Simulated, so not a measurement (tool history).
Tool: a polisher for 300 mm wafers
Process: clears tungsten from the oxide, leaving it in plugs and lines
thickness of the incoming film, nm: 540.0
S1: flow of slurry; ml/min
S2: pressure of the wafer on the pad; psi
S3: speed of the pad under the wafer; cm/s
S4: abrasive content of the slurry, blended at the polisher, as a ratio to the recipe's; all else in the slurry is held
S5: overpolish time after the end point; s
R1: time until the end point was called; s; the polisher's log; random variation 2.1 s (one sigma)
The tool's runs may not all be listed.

Run 1, day 0.000: S1 195 ml/min, S2 3.4 psi, S3 110 cm/s, S4 1.0, S5 23 s. Result: R1 116.430 s.
Run 2, day 0.238: S1 195 ml/min, S2 3.4 psi, S3 110 cm/s, S4 1.0, S5 25 s. Result: R1 115.970 s.
Run 3, day 0.542: S1 195 ml/min, S2 3.1 psi, S3 110 cm/s, S4 1.0, S5 25 s. Result: R1 123.620 s.
Run 4, day 0.804: S1 195 ml/min, S2 3.7 psi, S3 110 cm/s, S4 1.0, S5 25 s. Result: R1 111.830 s.
Run 5, day 1.083: S1 195 ml/min, S2 3.7 psi, S3 126 cm/s, S4 1.0, S5 25 s. Result: R1 99.269 s.
Run 6, day 1.104: S1 195 ml/min, S2 4.5 psi, S3 126 cm/s, S4 1.0, S5 25 s. Result: R1 86.480 s.
Run 7, day 1.338: S1 195 ml/min, S2 3.9 psi, S3 120 cm/s, S4 1.0, S5 25 s. Result: R1 100.980 s.

The next listed run, before its measurement:
Run 8, day 1.417: S1 195 ml/min, S2 3.4 psi, S3 116 cm/s, S4 1.0, S5 25 s. Result: R1 ?.

{"run 8": {"R1": 113.5}}

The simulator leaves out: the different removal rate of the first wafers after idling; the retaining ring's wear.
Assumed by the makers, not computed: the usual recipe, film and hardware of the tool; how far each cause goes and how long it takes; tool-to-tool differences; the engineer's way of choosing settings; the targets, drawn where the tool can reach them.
